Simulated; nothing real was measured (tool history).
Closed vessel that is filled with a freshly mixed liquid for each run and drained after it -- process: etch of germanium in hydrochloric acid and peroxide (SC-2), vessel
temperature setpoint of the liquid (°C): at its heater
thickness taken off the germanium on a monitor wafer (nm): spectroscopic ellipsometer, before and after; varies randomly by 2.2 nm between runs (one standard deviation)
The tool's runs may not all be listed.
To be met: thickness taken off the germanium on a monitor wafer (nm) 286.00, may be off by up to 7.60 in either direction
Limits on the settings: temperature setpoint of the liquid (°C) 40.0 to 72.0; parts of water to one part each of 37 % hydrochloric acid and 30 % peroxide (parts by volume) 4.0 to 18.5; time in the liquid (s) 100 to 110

| run | hour | temperature setpoint of the liquid (°C) | parts of water to one part each of 37 % hydrochloric acid and 30 % peroxide (parts by volume) | time in the liquid (s) | thickness taken off the germanium on a monitor wafer (nm) |
|---|---|---|---|---|---|
| 1 | 0.0 | 56.0 | 10.5 | 100 | 222.36 |
| 2 | 1.8 | 56.0 | 10.5 | 110 | 244.33 |
| 3 | 9.4 | 52.5 | 10.5 | 110 | 218.26 |
| 4 | 12.6 | 52.5 | 10.5 | 100 | 201.09 |
| 5 | 15.3 | 52.5 | 9.0 | 100 | 199.18 |
| 6 | 17.0 | 56.5 | 9.0 | 100 | 225.59 |
| 7 | 24.5 | 59.0 | 9.0 | 100 | 248.74 |
| 8 | 29.8 | 60.5 | 9.0 | 100 | 259.14 |
| 9 | 32.7 | 61.5 | 9.0 | 100 | 264.40 |
| 10 | 36.7 | 62.5 | 9.0 | 100 | 273.84 |
| 11 | 37.7 | 63.0 | 9.0 | 100 | 274.44 |

Below are 4 possible settings for the next run. Only one of them brings all results inside the allowed miss of their targets. Which is it?
| A | 38.7 | 61.0 | 9.0 | 110 | ? |
| B | 38.7 | 60.0 | 12.5 | 110 | ? |
| C | 38.7 | 63.0 | 6.5 | 105 | ? |
| D | 38.7 | 59.5 | 5.5 | 100 | ? |

| move | thickness taken off the germanium on a monitor wafer (nm) |
|---|---|
| A | 285.26 |
| B | 266.55 |
| C | 296.12 |
| D | 256.26 |
A: meets every target
B: further off than the last run
C: takes the biggest miss from the last run beyond its target
D: further off than the last run
The right move is A.

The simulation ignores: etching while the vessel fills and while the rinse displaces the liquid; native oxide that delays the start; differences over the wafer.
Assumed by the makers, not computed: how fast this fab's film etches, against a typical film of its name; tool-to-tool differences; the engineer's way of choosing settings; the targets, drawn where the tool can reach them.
